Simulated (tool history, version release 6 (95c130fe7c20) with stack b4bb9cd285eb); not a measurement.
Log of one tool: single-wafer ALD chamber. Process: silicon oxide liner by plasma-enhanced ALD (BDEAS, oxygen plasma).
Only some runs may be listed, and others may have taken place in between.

run,day,heater temperature setpoint (K),number of ALD cycles (cycles),mean film thickness on the monitor wafer (nm)
1,0.000,593.15,31,2.7338
2,0.154,592.15,34,2.9887
3,0.375,592.15,32,2.7921
4,0.704,592.15,35,3.0798
5,0.808,600.15,35,3.0251
6,1.154,607.15,35,3.0176

For run 7, what comes out?
7,1.454,607.15,36,?

{"run 7": {"mean film thickness on the monitor wafer (nm)": 3.0884}}
